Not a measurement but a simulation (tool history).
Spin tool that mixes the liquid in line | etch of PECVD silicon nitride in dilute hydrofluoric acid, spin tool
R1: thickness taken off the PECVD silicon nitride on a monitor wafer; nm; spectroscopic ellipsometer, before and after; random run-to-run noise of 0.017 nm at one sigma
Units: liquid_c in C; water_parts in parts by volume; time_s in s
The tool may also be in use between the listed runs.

{"run": 1, "hour": 0.0, "liquid_c": 21.0, "water_parts": 220, "time_s": 75, "R1": 1.1421}
{"run": 2, "hour": 8.7, "liquid_c": 22.5, "water_parts": 220, "time_s": 75, "R1": 1.2339}
{"run": 3, "hour": 15.6, "liquid_c": 22.5, "water_parts": 145, "time_s": 75, "R1": 1.8857}
{"run": 4, "hour": 23.5, "liquid_c": 22.5, "water_parts": 145, "time_s": 75, "R1": 1.8895}
{"run": 5, "hour": 26.7, "liquid_c": 26.0, "water_parts": 145, "time_s": 75, "R1": 2.3764}
{"run": 6, "hour": 33.5, "liquid_c": 26.0, "water_parts": 100, "time_s": 75, "R1": 3.4438}
{"run": 7, "hour": 39.0, "liquid_c": 23.0, "water_parts": 110, "time_s": 75, "R1": 2.5145}
{"run": 8, "hour": 44.9, "liquid_c": 21.0, "water_parts": 115, "time_s": 75, "R1": 2.0825}
{"run": 9, "hour": 46.8, "liquid_c": 21.0, "water_parts": 115, "time_s": 75, "R1": 2.0987}
{"run": 10, "hour": 49.1, "liquid_c": 19.5, "water_parts": 120, "time_s": 75, "R1": 1.8344}
{"run": 11, "hour": 56.4, "liquid_c": 18.5, "water_parts": 120, "time_s": 75, "R1": 1.6924}

Run 12 has not been measured yet. What should we expect?
{"run": 12, "hour": 62.1, "liquid_c": 18.0, "water_parts": 120, "time_s": 75, "R1": "?"}

R1: 1.6322 nm

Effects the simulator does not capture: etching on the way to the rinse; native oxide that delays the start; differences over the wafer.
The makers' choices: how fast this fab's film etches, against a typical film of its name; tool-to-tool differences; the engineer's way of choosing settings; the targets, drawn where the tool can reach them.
